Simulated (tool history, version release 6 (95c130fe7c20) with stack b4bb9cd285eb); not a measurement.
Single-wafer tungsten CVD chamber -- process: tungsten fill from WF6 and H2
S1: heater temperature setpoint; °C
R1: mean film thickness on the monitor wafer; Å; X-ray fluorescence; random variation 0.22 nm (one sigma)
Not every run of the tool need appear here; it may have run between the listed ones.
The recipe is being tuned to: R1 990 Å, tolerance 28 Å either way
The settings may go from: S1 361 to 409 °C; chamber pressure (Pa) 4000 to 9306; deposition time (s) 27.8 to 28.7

run 1 hour=0 | S1=385 chamber_pressure_(Pa)=6653 deposition_time_(s)=27.8 | R1=785.86
run 2 hour=5.7 | S1=387 chamber_pressure_(Pa)=6679 deposition_time_(s)=27.8 | R1=817.34
run 3 hour=6.7 | S1=387 chamber_pressure_(Pa)=6679 deposition_time_(s)=27.8 | R1=817.48
run 4 hour=9.1 | S1=387 chamber_pressure_(Pa)=6679 deposition_time_(s)=28.7 | R1=840.46
run 5 hour=13.8 | S1=382 chamber_pressure_(Pa)=6679 deposition_time_(s)=28.7 | R1=769.55
run 6 hour=20.2 | S1=382 chamber_pressure_(Pa)=6679 deposition_time_(s)=28.7 | R1=772.31
run 7 hour=23.7 | S1=385 chamber_pressure_(Pa)=6706 deposition_time_(s)=28.7 | R1=815.65
run 8 hour=27.1 | S1=387 chamber_pressure_(Pa)=6733 deposition_time_(s)=28.7 | R1=845.22
run 9 hour=35.8 | S1=389 chamber_pressure_(Pa)=6759 deposition_time_(s)=28.7 | R1=877.19
run 10 hour=39.2 | S1=389 chamber_pressure_(Pa)=6759 deposition_time_(s)=28.7 | R1=875.98
run 11 hour=46.5 | S1=390 chamber_pressure_(Pa)=6773 deposition_time_(s)=28.7 | R1=891.56
run 12 hour=53.3 | S1=391 chamber_pressure_(Pa)=6786 deposition_time_(s)=28.7 | R1=908.62
run 13 hour=59.5 | S1=391 chamber_pressure_(Pa)=6786 deposition_time_(s)=28.7 | R1=908.81

Consider the 5 candidate settings below. Which is the only one whose results all fall within their allowed miss of target?
run A hour=65.7 | S1=386 chamber_pressure_(Pa)=6653 deposition_time_(s)=28.7 | R1=?
run B hour=65.7 | S1=387 chamber_pressure_(Pa)=7093 deposition_time_(s)=27.8 | R1=?
run C hour=65.7 | S1=386 chamber_pressure_(Pa)=6106 deposition_time_(s)=27.8 | R1=?
run D hour=65.7 | S1=393 chamber_pressure_(Pa)=4786 deposition_time_(s)=27.8 | R1=?
run E hour=65.7 | S1=390 chamber_pressure_(Pa)=8559 deposition_time_(s)=28.7 | R1=?

move=A R1=828.57
move=B R1=840.35
move=C R1=771.73
move=D R1=777.33
move=E R1=993.07
A: misses by more than the last run did
B: misses by more than the last run did
C: misses by more than the last run did
D: misses by more than the last run did
E: each result inside its tolerance
Go with E: it meets all targets.
